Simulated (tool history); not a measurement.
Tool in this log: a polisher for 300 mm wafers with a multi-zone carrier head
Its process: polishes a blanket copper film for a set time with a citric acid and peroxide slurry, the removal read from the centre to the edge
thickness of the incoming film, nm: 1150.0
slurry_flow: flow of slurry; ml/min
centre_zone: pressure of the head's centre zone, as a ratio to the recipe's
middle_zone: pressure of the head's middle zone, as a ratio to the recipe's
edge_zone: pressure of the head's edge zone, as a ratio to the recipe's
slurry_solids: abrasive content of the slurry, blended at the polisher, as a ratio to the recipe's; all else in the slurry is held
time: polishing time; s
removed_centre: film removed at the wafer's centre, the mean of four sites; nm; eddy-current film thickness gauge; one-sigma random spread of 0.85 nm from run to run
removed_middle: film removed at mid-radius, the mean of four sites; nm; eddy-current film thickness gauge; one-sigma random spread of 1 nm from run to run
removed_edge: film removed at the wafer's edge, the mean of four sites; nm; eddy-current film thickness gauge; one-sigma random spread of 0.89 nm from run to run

{"run": 1, "hour": 0.0, "slurry_flow": 315, "centre_zone": 1, "middle_zone": 1, "edge_zone": 1, "slurry_solids": 1, "time": 86, "removed_centre": 146.28, "removed_middle": 149.57, "removed_edge": 148.67}
{"run": 2, "hour": 7.9, "slurry_flow": 315, "centre_zone": 1, "middle_zone": 0.97, "edge_zone": 1, "slurry_solids": 1, "time": 86, "removed_centre": 144.46, "removed_middle": 144.59, "removed_edge": 148.02}
{"run": 3, "hour": 15.5, "slurry_flow": 375, "centre_zone": 1, "middle_zone": 0.97, "edge_zone": 1, "slurry_solids": 1, "time": 86, "removed_centre": 147.83, "removed_middle": 147.64, "removed_edge": 150.72}
{"run": 4, "hour": 22.4, "slurry_flow": 375, "centre_zone": 1, "middle_zone": 0.97, "edge_zone": 1, "slurry_solids": 0.9, "time": 86, "removed_centre": 145.81, "removed_middle": 141.36, "removed_edge": 146.08}
{"run": 5, "hour": 28.4, "slurry_flow": 365, "centre_zone": 0.96, "middle_zone": 0.99, "edge_zone": 0.98, "slurry_solids": 0.85, "time": 82, "removed_centre": 128.8, "removed_middle": 133.11, "removed_edge": 135.65}
{"run": 6, "hour": 30.0, "slurry_flow": 435, "centre_zone": 0.96, "middle_zone": 0.99, "edge_zone": 0.98, "slurry_solids": 0.85, "time": 82, "removed_centre": 132.42, "removed_middle": 136.19, "removed_edge": 134.25}
{"run": 7, "hour": 36.8, "slurry_flow": 465, "centre_zone": 0.86, "middle_zone": 1.05, "edge_zone": 0.88, "slurry_solids": 0.6, "time": 59, "removed_centre": 77.385, "removed_middle": 92.328, "removed_edge": 82.36}
{"run": 8, "hour": 39.6, "slurry_flow": 465, "centre_zone": 0.87, "middle_zone": 1.07, "edge_zone": 0.91, "slurry_solids": 0.6, "time": 59, "removed_centre": 77.442, "removed_middle": 93.042, "removed_edge": 82.95}
{"run": 9, "hour": 47.4, "slurry_flow": 460, "centre_zone": 0.88, "middle_zone": 1.08, "edge_zone": 0.93, "slurry_solids": 0.65, "time": 59, "removed_centre": 79.349, "removed_middle": 98.666, "removed_edge": 88.482}
{"run": 10, "hour": 53.3, "slurry_flow": 460, "centre_zone": 0.89, "middle_zone": 1.09, "edge_zone": 0.94, "slurry_solids": 0.65, "time": 59, "removed_centre": 81.588, "removed_middle": 97.548, "removed_edge": 87.885}
{"run": 11, "hour": 58.9, "slurry_flow": 460, "centre_zone": 0.89, "middle_zone": 1.1, "edge_zone": 0.95, "slurry_solids": 0.65, "time": 59, "removed_centre": 81.665, "removed_middle": 98.903, "removed_edge": 87.95}
{"run": 12, "hour": 61.5, "slurry_flow": 460, "centre_zone": 0.89, "middle_zone": 1.11, "edge_zone": 0.96, "slurry_solids": 0.65, "time": 59, "removed_centre": 79.803, "removed_middle": 100.23, "removed_edge": 87.518}
{"run": 13, "hour": 63.7, "slurry_flow": 460, "centre_zone": 0.9, "middle_zone": 1.11, "edge_zone": 0.97, "slurry_solids": 0.65, "time": 59, "removed_centre": 81.258, "removed_middle": 99.903, "removed_edge": 89.344}
{"run": 14, "hour": 69.2, "slurry_flow": 460, "centre_zone": 0.91, "middle_zone": 1.12, "edge_zone": 0.98, "slurry_solids": 0.65, "time": 59, "removed_centre": 82.746, "removed_middle": 99.51, "removed_edge": 89.249}

Run 15 comes next. What will it give?
{"run": 15, "hour": 74.5, "slurry_flow": 460, "centre_zone": 0.91, "middle_zone": 1.13, "edge_zone": 0.99, "slurry_solids": 0.65, "time": 59, "removed_centre": "?", "removed_middle": "?", "removed_edge": "?"}

removed_centre: 84.148 nm
removed_middle: 100.52 nm
removed_edge: 88.894 nm
